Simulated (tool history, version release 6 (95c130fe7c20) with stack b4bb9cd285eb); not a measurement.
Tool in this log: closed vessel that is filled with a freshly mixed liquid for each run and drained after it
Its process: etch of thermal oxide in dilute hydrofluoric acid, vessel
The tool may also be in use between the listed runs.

run  hour  temperature setpoint of the liquid (°C)  parts of water to one part of 49 % hydrofluoric acid (parts by volume)  time in the liquid (s)  thickness taken off the thermal oxide on a monitor wafer (Å)
  1   0.0                                     21.0                                                                     225                    1215                                                        204.66
  2   6.4                                     21.0                                                                     295                    1215                                                        147.42
  3  12.7                                     21.5                                                                     295                    1215                                                        150.90
  4  21.3                                     22.0                                                                     295                    1215                                                        153.65
  5  30.3                                     22.5                                                                     295                    1215                                                        156.24
  6  38.5                                     22.5                                                                     295                    1215                                                        154.49
  7  41.9                                     23.0                                                                     295                    1215                                                        156.97
  8  46.7                                     23.5                                                                     295                    1215                                                        161.48
     47.7  -- hydrofluoric acid flow meter replaced
  9  47.7                                     24.0                                                                     295                    1215                                                        151.13

The next listed run, before its measurement:
 10  52.2                                     24.0                                                                     295                    1215                                                             ?

thickness taken off the thermal oxide on a monitor wafer (Å): 152.53
